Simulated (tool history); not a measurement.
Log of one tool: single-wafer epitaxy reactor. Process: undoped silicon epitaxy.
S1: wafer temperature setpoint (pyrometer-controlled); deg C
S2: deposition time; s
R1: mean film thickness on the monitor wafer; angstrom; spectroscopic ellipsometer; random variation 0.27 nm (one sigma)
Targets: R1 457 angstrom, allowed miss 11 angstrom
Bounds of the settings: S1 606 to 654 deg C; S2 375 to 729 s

run,hour,S1,S2,R1
1,0,630,552,647.8
2,7.9,625,551,575.27
3,9.9,629,551,631.36
4,12.6,638,551,794.52
5,14.4,646,551,982.49
6,14.9,651,551,1105.6
7,21.6,651,551,1106.6
8,28.4,640,548,833.98

Which of these 5 next moves meets every target?
A,35.2,610,502,?
B,35.2,614,446,?
C,35.2,641,435,?
D,35.2,620,508,?
E,35.2,618,491,?

move,R1
A,351.24
B,347.88
C,686.92
D,465.44
E,426.48
A: takes the result that was furthest off past its target
B: takes the result that was furthest off past its target
C: nearer than the last run, and not there yet
D: meets every target
E: takes the result that was furthest off past its target
Move D is the one to make.
